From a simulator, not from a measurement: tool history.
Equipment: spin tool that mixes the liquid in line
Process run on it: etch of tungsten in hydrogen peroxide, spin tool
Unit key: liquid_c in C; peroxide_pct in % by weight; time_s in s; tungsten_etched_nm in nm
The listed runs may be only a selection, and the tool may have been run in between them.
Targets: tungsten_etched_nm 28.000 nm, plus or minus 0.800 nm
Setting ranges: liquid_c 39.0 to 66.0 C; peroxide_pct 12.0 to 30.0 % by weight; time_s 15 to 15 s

run	hour	liquid_c	peroxide_pct	time_s	tungsten_etched_nm
1	0.0	55.0	22.0	15	19.169
2	6.1	55.0	25.0	15	20.462
3	12.5	55.0	29.0	15	22.039
4	15.2	56.0	29.0	15	23.388
# hour 18.3: thermometer replaced
5	18.3	56.0	30.0	15	22.440
6	21.6	56.0	30.0	15	22.259
7	28.8	57.5	30.0	15	24.336
8	34.7	57.5	30.0	15	24.499
9	35.5	58.5	30.0	15	25.778
10	41.7	59.0	30.0	15	26.535

Below are 4 possible settings for the next run. Only one of them brings all results inside the allowed miss of their targets. Which is it?
A	47.9	59.0	28.5	15	?
B	47.9	62.0	24.0	15	?
C	47.9	62.0	27.0	15	?
D	47.9	58.0	30.0	15	?

move	tungsten_etched_nm
A	25.805
B	28.124
C	29.831
D	24.983
A: moves away from the targets compared with the last run
B: each result inside its tolerance
C: takes the biggest miss from the last run beyond its target
D: moves away from the targets compared with the last run
Answer: B
